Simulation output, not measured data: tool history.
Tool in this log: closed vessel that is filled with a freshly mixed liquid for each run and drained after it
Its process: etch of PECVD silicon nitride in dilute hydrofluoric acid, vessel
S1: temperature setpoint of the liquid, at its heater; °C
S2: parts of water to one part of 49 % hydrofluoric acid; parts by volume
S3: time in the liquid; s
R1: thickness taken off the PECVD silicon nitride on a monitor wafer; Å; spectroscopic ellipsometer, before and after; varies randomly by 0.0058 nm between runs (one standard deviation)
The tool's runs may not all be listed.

run 1 day=0.000 | S1=21.0 S2=190 S3=340 | R1=29.094
run 2 day=0.021 | S1=23.0 S2=190 S3=340 | R1=33.077
run 3 day=0.125 | S1=22.5 S2=200 S3=340 | R1=30.655
run 4 day=0.292 | S1=22.0 S2=210 S3=340 | R1=28.034
run 5 day=0.508 | S1=22.0 S2=280 S3=340 | R1=21.122
run 6 day=0.692 | S1=22.0 S2=255 S3=340 | R1=23.118
run 7 day=0.733 | S1=21.5 S2=260 S3=340 | R1=22.077
-- day=1.050 thermometer replaced
run 8 day=1.050 | S1=21.0 S2=265 S3=340 | R1=19.282
run 9 day=1.404 | S1=20.5 S2=265 S3=340 | R1=18.689
run 10 day=1.625 | S1=20.0 S2=265 S3=340 | R1=18.036

Run 11 comes next. What will it give?
run 11 day=1.933 | S1=19.5 S2=265 S3=340 | R1=?

{"run 11": {"R1": 17.399}}

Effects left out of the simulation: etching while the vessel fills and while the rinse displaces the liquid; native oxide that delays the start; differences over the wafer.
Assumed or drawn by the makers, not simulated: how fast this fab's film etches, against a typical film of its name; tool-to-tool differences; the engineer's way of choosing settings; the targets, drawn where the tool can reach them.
